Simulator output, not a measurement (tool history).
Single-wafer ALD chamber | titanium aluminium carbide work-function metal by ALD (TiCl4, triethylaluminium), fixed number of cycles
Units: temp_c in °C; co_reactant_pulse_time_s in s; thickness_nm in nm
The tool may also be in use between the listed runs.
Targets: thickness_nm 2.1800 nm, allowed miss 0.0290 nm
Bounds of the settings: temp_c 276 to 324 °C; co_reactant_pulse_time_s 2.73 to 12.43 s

{"run": 1, "day": 0.0, "temp_c": 300, "co_reactant_pulse_time_s": 7.58, "thickness_nm": 2.0235}
{"run": 2, "day": 0.025, "temp_c": 293, "co_reactant_pulse_time_s": 7.58, "thickness_nm": 1.974}
{"run": 3, "day": 0.283, "temp_c": 287, "co_reactant_pulse_time_s": 7.58, "thickness_nm": 1.9192}
{"run": 4, "day": 0.554, "temp_c": 287, "co_reactant_pulse_time_s": 5.6, "thickness_nm": 1.8232}
{"run": 5, "day": 0.862, "temp_c": 287, "co_reactant_pulse_time_s": 4.25, "thickness_nm": 1.7337}
{"run": 6, "day": 0.908, "temp_c": 287, "co_reactant_pulse_time_s": 3.24, "thickness_nm": 1.6494}
{"run": 7, "day": 1.267, "temp_c": 293, "co_reactant_pulse_time_s": 4.26, "thickness_nm": 1.7841}
{"run": 8, "day": 1.633, "temp_c": 299, "co_reactant_pulse_time_s": 4.69, "thickness_nm": 1.8536}
{"run": 9, "day": 1.988, "temp_c": 304, "co_reactant_pulse_time_s": 5.1, "thickness_nm": 1.9377}
{"run": 10, "day": 2.279, "temp_c": 308, "co_reactant_pulse_time_s": 5.27, "thickness_nm": 1.9802}
{"run": 11, "day": 2.312, "temp_c": 308, "co_reactant_pulse_time_s": 5.27, "thickness_nm": 1.9755}
{"run": 12, "day": 2.542, "temp_c": 311, "co_reactant_pulse_time_s": 5.48, "thickness_nm": 2.0234}
{"run": 13, "day": 2.629, "temp_c": 313, "co_reactant_pulse_time_s": 5.6, "thickness_nm": 2.045}
{"run": 14, "day": 2.833, "temp_c": 313, "co_reactant_pulse_time_s": 5.6, "thickness_nm": 2.0466}

4 next moves are on the table. One of them brings every result within its allowed miss. Which?
{"run": "A", "day": 3.038, "temp_c": 314, "co_reactant_pulse_time_s": 6.99, "thickness_nm": "?"}
{"run": "B", "day": 3.038, "temp_c": 313, "co_reactant_pulse_time_s": 6.94, "thickness_nm": "?"}
{"run": "C", "day": 3.038, "temp_c": 324, "co_reactant_pulse_time_s": 6.14, "thickness_nm": "?"}
{"run": "D", "day": 3.038, "temp_c": 314, "co_reactant_pulse_time_s": 6.2, "thickness_nm": "?"}

move=A thickness_nm=2.1275
move=B thickness_nm=2.1162
move=C thickness_nm=2.1725
move=D thickness_nm=2.0877
A: nearer than the last run, and not there yet
B: nearer than the last run, and not there yet
C: meets every target
D: nearer than the last run, and not there yet
Answer: C
